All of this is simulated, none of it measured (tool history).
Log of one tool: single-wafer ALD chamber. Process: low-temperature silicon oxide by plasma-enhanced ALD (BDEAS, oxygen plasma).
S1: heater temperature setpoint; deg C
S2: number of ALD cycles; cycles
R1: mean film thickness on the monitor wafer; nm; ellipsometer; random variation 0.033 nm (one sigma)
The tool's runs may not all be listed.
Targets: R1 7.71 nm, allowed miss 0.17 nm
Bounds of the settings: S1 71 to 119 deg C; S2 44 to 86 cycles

run,day,S1,S2,R1
1,0,95,65,8.7999
2,0.346,96,64,8.6006
3,0.6,91,64,8.8781
4,0.746,91,73,10.093
5,0.888,84,73,10.344
6,1.138,86,71,9.9502
7,1.496,88,70,9.768
8,1.792,100,60,8.017
9,2.125,101,60,7.9674

4 next moves are on the table. One of them brings every result within its allowed miss. Which?
A,2.458,110,63,?
B,2.458,112,59,?
C,2.458,102,62,?
D,2.458,99,61,?

move,R1
A,8.186
B,7.634
C,8.1916
D,8.1159
A: further off than the last run
B: meets every target
C: further off than the last run
D: further off than the last run
Move B is the one to make.

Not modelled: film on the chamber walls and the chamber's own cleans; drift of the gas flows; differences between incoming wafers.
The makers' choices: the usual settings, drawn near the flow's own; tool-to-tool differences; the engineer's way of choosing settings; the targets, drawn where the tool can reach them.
